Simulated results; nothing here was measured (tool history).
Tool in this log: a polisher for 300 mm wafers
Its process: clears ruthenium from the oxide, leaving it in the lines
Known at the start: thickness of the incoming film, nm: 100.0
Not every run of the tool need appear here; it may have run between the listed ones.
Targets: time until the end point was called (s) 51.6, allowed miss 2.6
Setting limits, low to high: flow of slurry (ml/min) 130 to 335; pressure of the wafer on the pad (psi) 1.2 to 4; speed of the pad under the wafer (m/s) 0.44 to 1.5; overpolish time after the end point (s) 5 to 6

run,hour,flow of slurry (ml/min),pressure of the wafer on the pad (psi),speed of the pad under the wafer (m/s),overpolish time after the end point (s),time until the end point was called (s)
1,0,215,2.6,0.96,6,63.75
2,8.5,215,2.7,0.96,6,59.244
3,15.5,175,2.7,0.96,6,64.28
4,24,175,2.7,0.82,6,73.994
5,30.8,175,3.1,0.82,6,65.59
6,39.1,190,3.2,0.82,6,62.163
7,42.6,200,3.3,0.82,6,58.547
8,50.6,210,3.4,0.82,6,57.195

Exercise: of the 5 proposed moves below, exactly one satisfies all targets within the stated allowed misses. Which move is it?
A,58.6,210,3.2,0.78,5,?
B,58.6,215,3.5,0.9,6,?
C,58.6,175,3.8,0.62,5,?
D,58.6,265,2.8,0.84,6,?
E,58.6,205,3,0.74,6,?

move,time until the end point was called (s)
A,64.165
B,51.037
C,69.524
D,66.14
E,72.126
A: misses by more than the last run did
B: meets every target
C: misses by more than the last run did
D: misses by more than the last run did
E: misses by more than the last run did
B is the move that brings every result within its allowed miss.
